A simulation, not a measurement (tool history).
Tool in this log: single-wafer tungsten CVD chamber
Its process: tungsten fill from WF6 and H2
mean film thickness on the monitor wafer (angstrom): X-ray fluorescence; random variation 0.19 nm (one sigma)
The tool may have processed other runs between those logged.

| run | hour | heater temperature setpoint (deg C) | chamber pressure (mTorr) | deposition time (s) | mean film thickness on the monitor wafer (angstrom) |
|---|---|---|---|---|---|
| 1 | 0.0 | 385 | 28000 | 20.9 | 456.57 |
| 2 | 6.1 | 390 | 28000 | 20.9 | 507.15 |
| 3 | 14.7 | 398 | 28000 | 20.9 | 594.36 |
| 4 | 20.7 | 392 | 28000 | 20.9 | 528.02 |
| 5 | 23.5 | 392 | 28000 | 20.9 | 526.33 |
| 6 | 30.5 | 394 | 28000 | 20.9 | 546.57 |

Run 7, settings as shown, results not yet in. Your forecast:
| 7 | 34.4 | 394 | 28000 | 20.9 | ? |

mean film thickness on the monitor wafer (angstrom): 547.07
